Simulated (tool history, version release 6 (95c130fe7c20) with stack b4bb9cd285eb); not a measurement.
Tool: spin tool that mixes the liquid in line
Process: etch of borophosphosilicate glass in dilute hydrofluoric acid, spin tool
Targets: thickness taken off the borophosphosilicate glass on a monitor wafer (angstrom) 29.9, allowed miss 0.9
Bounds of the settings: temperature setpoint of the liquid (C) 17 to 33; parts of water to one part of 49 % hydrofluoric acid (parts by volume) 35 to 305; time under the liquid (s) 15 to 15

run	hour	temperature setpoint of the liquid (C)	parts of water to one part of 49 % hydrofluoric acid (parts by volume)	time under the liquid (s)	thickness taken off the borophosphosilicate glass on a monitor wafer (angstrom)
1	0	25	170	15	51.953
2	8.1	25	170	15	51.707
3	10	25	170	15	52.11
4	19.1	25	230	15	35.532
5	24.6	24.5	230	15	35.444
6	25.2	28	230	15	39.92
7	31	27	230	15	38.837
8	38	26	230	15	37.86
9	46.3	25	230	15	35.847
10	54.4	24.5	230	15	35.419
11	55	24	230	15	34.724
12	63.7	24	230	15	34.632

5 next moves are on the table. One of them brings every result within its allowed miss. Which?
A	72.4	20.5	245	15	?
B	72.4	28.5	290	15	?
C	72.4	22	205	15	?
D	72.4	24.5	190	15	?
E	72.4	24	240	15	?

move	thickness taken off the borophosphosilicate glass on a monitor wafer (angstrom)
A	28.227
B	30.197
C	37.122
D	44.676
E	32.929
A: takes the result that was furthest off past its target
B: meets every target
C: further off than the last run
D: further off than the last run
E: nearer than the last run, and not there yet
The right move is B.
